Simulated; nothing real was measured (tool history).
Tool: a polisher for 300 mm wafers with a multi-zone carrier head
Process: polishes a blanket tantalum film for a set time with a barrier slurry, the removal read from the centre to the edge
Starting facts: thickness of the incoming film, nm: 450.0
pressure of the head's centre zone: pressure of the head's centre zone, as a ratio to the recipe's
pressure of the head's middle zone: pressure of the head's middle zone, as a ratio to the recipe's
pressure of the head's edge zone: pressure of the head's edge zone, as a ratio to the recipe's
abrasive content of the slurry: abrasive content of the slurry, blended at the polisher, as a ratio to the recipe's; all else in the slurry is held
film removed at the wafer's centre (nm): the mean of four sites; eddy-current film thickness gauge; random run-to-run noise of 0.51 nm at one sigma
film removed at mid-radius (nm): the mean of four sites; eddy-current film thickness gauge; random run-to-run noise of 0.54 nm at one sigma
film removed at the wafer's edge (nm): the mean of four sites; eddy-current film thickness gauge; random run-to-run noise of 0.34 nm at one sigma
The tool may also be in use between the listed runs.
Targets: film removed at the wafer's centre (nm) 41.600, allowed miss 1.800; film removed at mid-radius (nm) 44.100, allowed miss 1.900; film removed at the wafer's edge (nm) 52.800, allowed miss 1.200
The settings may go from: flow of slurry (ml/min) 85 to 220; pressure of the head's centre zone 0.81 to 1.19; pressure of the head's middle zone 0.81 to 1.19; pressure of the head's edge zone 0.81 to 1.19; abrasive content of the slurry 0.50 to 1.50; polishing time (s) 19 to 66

run  hour  flow of slurry (ml/min)  pressure of the head's centre zone  pressure of the head's middle zone  pressure of the head's edge zone  abrasive content of the slurry  polishing time (s)  film removed at the wafer's centre (nm)  film removed at mid-radius (nm)  film removed at the wafer's edge (nm)
  1   0.0                      140                                1.00                                1.00                              1.00                            1.00                  42                                   79.645                           77.630                                 80.767
  2   4.2                      135                                0.97                                0.98                              1.00                            0.90                  41                                   72.045                           75.056                                 76.570
  3   8.8                      135                                0.97                                1.06                              1.00                            0.90                  41                                   71.823                           78.666                                 75.907
  4  12.5                      135                                0.97                                1.06                              1.00                            0.70                  41                                   68.084                           74.525                                 72.687
  5  15.6                      135                                0.97                                1.06                              1.00                            0.70                  36                                   61.290                           65.186                                 64.047
  6  23.9                      130                                0.95                                1.03                              1.01                            0.65                  35                                   56.592                           60.136                                 61.148
  7  29.1                      125                                0.93                                1.00                              1.01                            0.65                  35                                   53.543                           58.626                                 60.819
  8  36.9                      120                                0.92                                0.98                              1.01                            0.65                  35                                   52.840                           56.643                                 59.231
  9  39.1                      115                                0.91                                0.96                              1.02                            0.65                  35                                   51.284                           54.495                                 59.612
 10  41.2                       90                                0.81                                0.86                              0.92                            0.50                  34                                   38.193                           41.964                                 49.855

Of the 4 settings listed for the next run, only one would bring every result within its allowed miss of target. Which one?
  A  43.3                      170                                0.88                                0.81                              1.08                            0.70                  27                                        ?                                ?                                      ?
  B  43.3                       95                                0.83                                0.85                              0.92                            0.55                  35                                        ?                                ?                                      ?
  C  43.3                       85                                0.94                                0.81                              1.07                            0.55                  34                                        ?                                ?                                      ?
  D  43.3                      125                                0.91                                0.92                              0.89                            0.50                  30                                        ?                                ?                                      ?

move  film removed at the wafer's centre (nm)  film removed at mid-radius (nm)  film removed at the wafer's edge (nm)
   A                                   43.045                           40.154                                 50.691
   B                                   42.384                           44.428                                 53.059
   C                                   44.462                           39.882                                 53.086
   D                                   42.511                           42.936                                 46.306
A: closes in on the targets versus the last run, not all within tolerance yet
B: every result within its allowed miss
C: the worst result of the last run now meets its target, but another is out of spec
D: lands further from the targets than the last run did
Answer: B
